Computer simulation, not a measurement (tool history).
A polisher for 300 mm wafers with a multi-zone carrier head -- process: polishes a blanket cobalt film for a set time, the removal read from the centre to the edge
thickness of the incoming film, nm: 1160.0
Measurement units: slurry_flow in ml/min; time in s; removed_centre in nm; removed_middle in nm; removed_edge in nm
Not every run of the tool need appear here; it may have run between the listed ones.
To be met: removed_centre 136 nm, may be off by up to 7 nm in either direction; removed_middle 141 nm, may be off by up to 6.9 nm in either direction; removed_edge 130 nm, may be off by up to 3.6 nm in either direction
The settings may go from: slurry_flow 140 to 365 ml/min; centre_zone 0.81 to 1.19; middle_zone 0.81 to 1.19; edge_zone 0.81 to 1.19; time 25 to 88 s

run  hour  slurry_flow  centre_zone  middle_zone  edge_zone  time  removed_centre  removed_middle  removed_edge
  1     0          235            1            1          1    56          172.84          173.46        171.54
  2     9          235         0.93            1          1    56          161.75          173.53        173.53
  3  12.8          230         0.94            1       0.97    54          150.53           169.1        164.36
  4  18.8          230         0.88            1       0.97    54          146.33          165.17        165.44
  5  22.7          230         0.88            1       0.97    41           111.7          123.72        125.05
  6  31.4          240         0.91         1.01       0.97    41          116.51          128.54        126.46
  7  39.2          240         0.91         1.01       0.97    41          117.95          130.25        125.06
  8  44.4          250         0.92         1.01       0.98    41          120.67          130.86        128.16

Next run, 4 choices. One meets every target within its allowed miss, the rest don't. Which?
  A  49.6          280         0.89         1.04        0.9    42               ?               ?             ?
  B  49.6          305         1.13         0.89        1.1    39               ?               ?             ?
  C  49.6          205         1.03         1.04       0.93    44               ?               ?             ?
  D  49.6          260         1.06            1        1.1    40               ?               ?             ?

move  removed_centre  removed_middle  removed_edge
   A          115.61           138.7        124.86
   B          137.78          113.88        126.75
   C          133.95          139.22         128.3
   D          130.03          126.53        128.06
A: misses by more than the last run did
B: meets the target for the result that was furthest off, but another lies outside its allowed miss
C: every result within its allowed miss
D: meets the target for the result that was furthest off, but another lies outside its allowed miss
Move C is the one to make.
